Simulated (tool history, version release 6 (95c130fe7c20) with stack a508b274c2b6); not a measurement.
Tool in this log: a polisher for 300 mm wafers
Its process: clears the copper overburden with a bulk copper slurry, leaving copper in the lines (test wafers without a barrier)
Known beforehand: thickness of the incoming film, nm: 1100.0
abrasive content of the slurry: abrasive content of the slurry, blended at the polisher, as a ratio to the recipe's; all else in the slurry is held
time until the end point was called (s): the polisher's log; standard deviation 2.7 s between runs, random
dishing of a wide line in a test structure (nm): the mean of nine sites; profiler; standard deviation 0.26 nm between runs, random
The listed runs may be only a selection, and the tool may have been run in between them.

run  hour  flow of slurry (ml/min)  pressure of the wafer on the pad (psi)  speed of the pad under the wafer (cm/s)  abrasive content of the slurry  overpolish time after the end point (s)  time until the end point was called (s)  dishing of a wide line in a test structure (nm)
  1   0.0                      150                                     3.5                                      100                            1.00                                       11                                   74.875                                           53.207
  2   1.5                      170                                     3.5                                      100                            1.00                                       11                                   72.975                                           53.128
  3   6.1                      170                                     3.5                                      100                            1.00                                       14                                   74.305                                           56.677
  4   6.7                      170                                     3.0                                      100                            1.00                                       14                                   85.476                                           55.244
     11.4  -- head pressure recalibrated
  5  11.4                      180                                     2.7                                       88                            0.90                                       12                                  116.900                                           45.070
  6  19.3                      190                                     2.8                                       80                            0.80                                       10                                  124.620                                           41.863
  7  25.1                      200                                     2.6                                       74                            0.90                                        9                                  143.900                                           34.843
  8  28.1                      205                                     2.5                                       68                            1.00                                        8                                  155.260                                           31.403
  9  31.5                      210                                     2.4                                       64                            1.10                                        7                                  168.890                                           27.411
 10  36.8                      215                                     2.2                                       64                            1.20                                        6                                  180.560                                           23.027

Forecast run 11:
 11  37.7                      220                                     2.1                                       66                            1.25                                        5                                        ?                                                ?

{"run 11": {"time until the end point was called (s)": 181.99, "dishing of a wide line in a test structure (nm)": 19.499}}
